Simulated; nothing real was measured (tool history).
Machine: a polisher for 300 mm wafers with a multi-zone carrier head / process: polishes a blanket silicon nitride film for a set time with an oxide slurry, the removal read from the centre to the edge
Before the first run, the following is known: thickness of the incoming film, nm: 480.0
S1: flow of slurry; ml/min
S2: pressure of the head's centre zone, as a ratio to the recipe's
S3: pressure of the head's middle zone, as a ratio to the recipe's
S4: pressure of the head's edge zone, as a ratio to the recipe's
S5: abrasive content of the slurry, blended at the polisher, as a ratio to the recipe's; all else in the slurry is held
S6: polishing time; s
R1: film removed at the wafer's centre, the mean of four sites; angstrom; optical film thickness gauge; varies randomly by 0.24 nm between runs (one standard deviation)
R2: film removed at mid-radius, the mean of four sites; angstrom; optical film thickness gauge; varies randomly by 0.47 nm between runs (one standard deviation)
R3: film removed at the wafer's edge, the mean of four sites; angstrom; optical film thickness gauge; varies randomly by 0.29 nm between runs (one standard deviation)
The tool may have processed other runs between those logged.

{"run": 1, "hour": 0.0, "S1": 245, "S2": 1, "S3": 1, "S4": 1, "S5": 1, "S6": 47, "R1": 326.06, "R2": 325.06, "R3": 315.76}
{"run": 2, "hour": 7.9, "S1": 245, "S2": 1, "S3": 1, "S4": 0.92, "S5": 1, "S6": 47, "R1": 326.14, "R2": 325.4, "R3": 299.99}
{"run": 3, "hour": 12.0, "S1": 260, "S2": 1, "S3": 0.99, "S4": 0.98, "S5": 1, "S6": 47, "R1": 329.05, "R2": 317.88, "R3": 310.11}
{"run": 4, "hour": 13.9, "S1": 260, "S2": 1, "S3": 0.99, "S4": 0.95, "S5": 1, "S6": 47, "R1": 330.5, "R2": 318.23, "R3": 310.65}
{"run": 5, "hour": 17.5, "S1": 260, "S2": 1, "S3": 0.99, "S4": 0.95, "S5": 1, "S6": 40, "R1": 284.83, "R2": 273.1, "R3": 264.48}
{"run": 6, "hour": 23.8, "S1": 310, "S2": 1, "S3": 0.99, "S4": 0.95, "S5": 1, "S6": 40, "R1": 283.48, "R2": 284.12, "R3": 264.78}
{"run": 7, "hour": 28.7, "S1": 305, "S2": 1, "S3": 0.98, "S4": 1, "S5": 1.1, "S6": 40, "R1": 297.34, "R2": 284.36, "R3": 284.96}
{"run": 8, "hour": 37.0, "S1": 305, "S2": 1, "S3": 0.99, "S4": 1.04, "S5": 1.2, "S6": 40, "R1": 309.91, "R2": 304.78, "R3": 300.18}
{"run": 9, "hour": 43.1, "S1": 305, "S2": 0.99, "S3": 0.98, "S4": 1.07, "S5": 1.25, "S6": 40, "R1": 310.85, "R2": 308.38, "R3": 310.9}
{"run": 10, "hour": 48.5, "S1": 305, "S2": 0.99, "S3": 0.97, "S4": 1.09, "S5": 1.3, "S6": 40, "R1": 316.63, "R2": 309.81, "R3": 321.02}

Run 11 has not been measured yet. What should we expect?
{"run": 11, "hour": 54.5, "S1": 305, "S2": 0.99, "S3": 0.97, "S4": 1.11, "S5": 1.35, "S6": 40, "R1": "?", "R2": "?", "R3": "?"}

R1: 325.35 angstrom
R2: 318.55 angstrom
R3: 330.5 angstrom
